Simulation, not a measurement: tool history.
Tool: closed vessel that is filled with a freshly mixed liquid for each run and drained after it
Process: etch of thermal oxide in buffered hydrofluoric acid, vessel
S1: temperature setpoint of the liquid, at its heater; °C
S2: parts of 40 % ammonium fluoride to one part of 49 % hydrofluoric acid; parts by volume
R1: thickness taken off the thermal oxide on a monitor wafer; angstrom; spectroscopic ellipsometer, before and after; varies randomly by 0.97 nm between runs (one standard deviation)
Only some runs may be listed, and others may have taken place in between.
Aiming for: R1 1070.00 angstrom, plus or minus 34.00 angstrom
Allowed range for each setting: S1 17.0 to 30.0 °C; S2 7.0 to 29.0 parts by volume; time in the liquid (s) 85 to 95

run 1 hour=0.0 | S1=22.0 S2=18.0 time_in_the_liquid_(s)=85 | R1=426.04
run 2 hour=7.3 | S1=22.0 S2=18.0 time_in_the_liquid_(s)=95 | R1=471.86
run 3 hour=12.5 | S1=22.0 S2=15.0 time_in_the_liquid_(s)=95 | R1=566.70
run 4 hour=16.8 | S1=22.0 S2=15.0 time_in_the_liquid_(s)=95 | R1=563.98
run 5 hour=22.9 | S1=22.0 S2=15.0 time_in_the_liquid_(s)=95 | R1=565.89
run 6 hour=28.2 | S1=22.0 S2=15.0 time_in_the_liquid_(s)=85 | R1=502.23
run 7 hour=36.5 | S1=23.5 S2=13.5 time_in_the_liquid_(s)=85 | R1=611.81
run 8 hour=37.9 | S1=25.0 S2=13.0 time_in_the_liquid_(s)=85 | R1=684.39
run 9 hour=44.0 | S1=26.0 S2=12.5 time_in_the_liquid_(s)=85 | R1=756.43
run 10 hour=49.1 | S1=27.0 S2=12.0 time_in_the_liquid_(s)=85 | R1=822.52
run 11 hour=55.7 | S1=27.5 S2=11.5 time_in_the_liquid_(s)=85 | R1=906.17
run 12 hour=63.7 | S1=28.0 S2=11.5 time_in_the_liquid_(s)=85 | R1=907.31
run 13 hour=72.4 | S1=28.5 S2=11.5 time_in_the_liquid_(s)=85 | R1=942.78
run 14 hour=74.5 | S1=29.0 S2=11.5 time_in_the_liquid_(s)=85 | R1=956.58
run 15 hour=79.1 | S1=29.5 S2=11.0 time_in_the_liquid_(s)=85 | R1=1015.30

Which one of the following 4 next-run settings gets every result inside its allowed miss? There is exactly one.
run A hour=83.7 | S1=30.0 S2=13.0 time_in_the_liquid_(s)=90 | R1=?
run B hour=83.7 | S1=30.0 S2=11.5 time_in_the_liquid_(s)=90 | R1=?
run C hour=83.7 | S1=26.5 S2=10.5 time_in_the_liquid_(s)=85 | R1=?
run D hour=83.7 | S1=27.5 S2=11.5 time_in_the_liquid_(s)=90 | R1=?

move=A R1=949.30
move=B R1=1070.00
move=C R1=917.01
move=D R1=937.43
A: the biggest miss grows against the last run
B: meets every target
C: the biggest miss grows against the last run
D: the biggest miss grows against the last run
The move that meets every target is B.

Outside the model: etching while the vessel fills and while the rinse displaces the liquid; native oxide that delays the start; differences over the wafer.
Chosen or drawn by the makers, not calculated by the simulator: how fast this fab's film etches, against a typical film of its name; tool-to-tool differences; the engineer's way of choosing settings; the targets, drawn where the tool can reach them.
